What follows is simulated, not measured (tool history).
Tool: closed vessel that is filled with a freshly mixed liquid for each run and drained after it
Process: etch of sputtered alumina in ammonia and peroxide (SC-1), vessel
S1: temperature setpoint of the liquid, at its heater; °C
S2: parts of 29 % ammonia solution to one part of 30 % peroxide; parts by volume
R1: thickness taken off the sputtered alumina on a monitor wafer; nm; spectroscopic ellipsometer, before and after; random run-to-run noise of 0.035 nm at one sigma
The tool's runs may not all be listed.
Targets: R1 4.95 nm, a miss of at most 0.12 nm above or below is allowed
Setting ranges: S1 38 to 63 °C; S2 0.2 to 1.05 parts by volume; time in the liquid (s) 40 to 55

Run 1, day 0: S1 47 °C, S2 0.55 parts by volume, time in the liquid (s) 55. Result: R1 2.3596 nm.
Run 2, day 0.229: S1 41 °C, S2 0.55 parts by volume, time in the liquid (s) 55. Result: R1 1.6879 nm.
Run 3, day 0.617: S1 41 °C, S2 0.55 parts by volume, time in the liquid (s) 40. Result: R1 1.2248 nm.
Run 4, day 0.808: S1 41 °C, S2 0.4 parts by volume, time in the liquid (s) 40. Result: R1 1.1754 nm.
Run 5, day 1.146: S1 41 °C, S2 0.4 parts by volume, time in the liquid (s) 55. Result: R1 1.6611 nm.
Run 6, day 1.192: S1 44.5 °C, S2 0.4 parts by volume, time in the liquid (s) 55. Result: R1 2.0111 nm.
Run 7, day 1.529: S1 47 °C, S2 0.4 parts by volume, time in the liquid (s) 55. Result: R1 2.3202 nm.
Run 8, day 1.908: S1 49.5 °C, S2 0.4 parts by volume, time in the liquid (s) 55. Result: R1 2.6404 nm.
Run 9, day 2.046: S1 51.5 °C, S2 0.4 parts by volume, time in the liquid (s) 55. Result: R1 2.9445 nm.
Run 10, day 2.354: S1 53 °C, S2 0.4 parts by volume, time in the liquid (s) 55. Result: R1 3.186 nm.
Run 11, day 2.546: S1 54.5 °C, S2 0.4 parts by volume, time in the liquid (s) 55. Result: R1 3.4802 nm.
Run 12, day 2.738: S1 55.5 °C, S2 0.4 parts by volume, time in the liquid (s) 55. Result: R1 3.7092 nm.
Run 13, day 3.117: S1 56.5 °C, S2 0.4 parts by volume, time in the liquid (s) 55. Result: R1 3.8033 nm.
Run 14, day 3.283: S1 62.5 °C, S2 0.4 parts by volume, time in the liquid (s) 55. Result: R1 5.2732 nm.
Run 15, day 3.367: S1 62 °C, S2 0.4 parts by volume, time in the liquid (s) 55. Result: R1 5.1203 nm.

Exercise: of the 4 proposed moves below, exactly one satisfies all targets within the stated allowed misses. Which move is it?
Run A, day 3.45: S1 63 °C, S2 0.25 parts by volume, time in the liquid (s) 55. Result: R1 ?.
Run B, day 3.45: S1 62 °C, S2 0.5 parts by volume, time in the liquid (s) 55. Result: R1 ?.
Run C, day 3.45: S1 63 °C, S2 0.4 parts by volume, time in the liquid (s) 50. Result: R1 ?.
Run D, day 3.45: S1 63 °C, S2 0.3 parts by volume, time in the liquid (s) 55. Result: R1 ?.

move      R1
   A  5.2058
   B  5.2845
   C  4.9475
   D  5.2964
A: the biggest miss grows against the last run
B: the biggest miss grows against the last run
C: meets every target
D: the biggest miss grows against the last run
Go with C: it meets all targets.
